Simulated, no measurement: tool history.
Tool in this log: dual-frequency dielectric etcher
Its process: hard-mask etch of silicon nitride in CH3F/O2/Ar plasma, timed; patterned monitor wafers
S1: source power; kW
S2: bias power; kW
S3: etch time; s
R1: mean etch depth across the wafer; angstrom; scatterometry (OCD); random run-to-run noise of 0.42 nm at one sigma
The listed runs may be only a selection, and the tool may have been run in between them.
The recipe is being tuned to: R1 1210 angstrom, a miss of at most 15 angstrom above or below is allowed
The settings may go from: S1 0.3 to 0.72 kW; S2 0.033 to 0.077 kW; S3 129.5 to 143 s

Run 1, day 0: S1 0.51 kW, S2 0.055 kW, S3 143 s. Result: R1 1047 angstrom.
Run 2, day 0.267: S1 0.51 kW, S2 0.055 kW, S3 129.5 s. Result: R1 945 angstrom.
Run 3, day 0.633: S1 0.51 kW, S2 0.055 kW, S3 143 s. Result: R1 1042.2 angstrom.
Run 4, day 0.85: S1 0.51 kW, S2 0.062 kW, S3 143 s. Result: R1 1106.1 angstrom.
Run 5, day 1.05: S1 0.51 kW, S2 0.062 kW, S3 143 s. Result: R1 1105.5 angstrom.
Run 6, day 1.312: S1 0.43 kW, S2 0.062 kW, S3 143 s. Result: R1 1009.3 angstrom.
Run 7, day 1.554: S1 0.46 kW, S2 0.062 kW, S3 143 s. Result: R1 1047 angstrom.
Run 8, day 1.812: S1 0.49 kW, S2 0.062 kW, S3 143 s. Result: R1 1082 angstrom.
Run 9, day 2.108: S1 0.51 kW, S2 0.062 kW, S3 143 s. Result: R1 1099.4 angstrom.
Run 10, day 2.204: S1 0.51 kW, S2 0.062 kW, S3 143 s. Result: R1 1108.5 angstrom.
Run 11, day 2.521: S1 0.52 kW, S2 0.062 kW, S3 143 s. Result: R1 1119.1 angstrom.
Run 12, day 2.708: S1 0.53 kW, S2 0.062 kW, S3 143 s. Result: R1 1130.8 angstrom.

Exactly one of the 4 candidate moves below puts every result within its allowed miss. Which one?
Run A, day 2.896: S1 0.56 kW, S2 0.058 kW, S3 138 s. Result: R1 ?.
Run B, day 2.896: S1 0.56 kW, S2 0.077 kW, S3 135 s. Result: R1 ?.
Run C, day 2.896: S1 0.55 kW, S2 0.077 kW, S3 132 s. Result: R1 ?.
Run D, day 2.896: S1 0.5 kW, S2 0.056 kW, S3 138.5 s. Result: R1 ?.

move      R1
   A  1081.4
   B  1204.7
   C  1167.4
   D    1007
A: moves away from the targets compared with the last run
B: meets every target
C: nearer the targets than the last run, but a result is still out of spec
D: moves away from the targets compared with the last run
Answer: B
